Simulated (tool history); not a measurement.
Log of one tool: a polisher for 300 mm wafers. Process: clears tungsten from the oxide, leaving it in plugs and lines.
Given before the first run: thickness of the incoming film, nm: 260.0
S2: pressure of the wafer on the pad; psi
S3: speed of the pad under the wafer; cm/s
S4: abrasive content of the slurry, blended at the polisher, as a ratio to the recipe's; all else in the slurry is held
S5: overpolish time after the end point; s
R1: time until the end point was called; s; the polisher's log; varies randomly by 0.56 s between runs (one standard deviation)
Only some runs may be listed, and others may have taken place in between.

{"run": 1, "hour": 0.0, "flow of slurry (ml/min)": 195, "S2": 3.6, "S3": 138, "S4": 1.0, "S5": 6, "R1": 45.684}
{"run": 2, "hour": 6.2, "flow of slurry (ml/min)": 195, "S2": 3.7, "S3": 138, "S4": 1.0, "S5": 6, "R1": 45.089}
{"run": 3, "hour": 10.6, "flow of slurry (ml/min)": 195, "S2": 3.8, "S3": 138, "S4": 1.0, "S5": 6, "R1": 44.608}
{"run": 4, "hour": 18.7, "flow of slurry (ml/min)": 195, "S2": 3.9, "S3": 138, "S4": 1.0, "S5": 6, "R1": 43.395}
{"run": 5, "hour": 23.8, "flow of slurry (ml/min)": 195, "S2": 3.9, "S3": 138, "S4": 0.9, "S5": 6, "R1": 44.44}
{"run": 6, "hour": 25.5, "flow of slurry (ml/min)": 195, "S2": 3.4, "S3": 138, "S4": 0.9, "S5": 6, "R1": 49.624}
{"run": 7, "hour": 26.1, "flow of slurry (ml/min)": 195, "S2": 3.6, "S3": 140, "S4": 0.9, "S5": 6, "R1": 47.847}
{"run": 8, "hour": 29.0, "flow of slurry (ml/min)": 195, "S2": 3.8, "S3": 142, "S4": 0.9, "S5": 6, "R1": 44.587}
{"run": 9, "hour": 34.5, "flow of slurry (ml/min)": 195, "S2": 3.9, "S3": 142, "S4": 0.9, "S5": 6, "R1": 42.552}
{"run": 10, "hour": 35.2, "flow of slurry (ml/min)": 195, "S2": 4.0, "S3": 142, "S4": 0.9, "S5": 6, "R1": 41.666}
{"run": 11, "hour": 38.2, "flow of slurry (ml/min)": 195, "S2": 4.1, "S3": 142, "S4": 0.9, "S5": 6, "R1": 41.548}
{"run": 12, "hour": 41.1, "flow of slurry (ml/min)": 195, "S2": 4.2, "S3": 142, "S4": 0.9, "S5": 6, "R1": 40.423}

Expected results for the next run?
{"run": 13, "hour": 46.3, "flow of slurry (ml/min)": 195, "S2": 4.3, "S3": 142, "S4": 0.9, "S5": 6, "R1": "?"}

{"run 13": {"R1": 40.495}}

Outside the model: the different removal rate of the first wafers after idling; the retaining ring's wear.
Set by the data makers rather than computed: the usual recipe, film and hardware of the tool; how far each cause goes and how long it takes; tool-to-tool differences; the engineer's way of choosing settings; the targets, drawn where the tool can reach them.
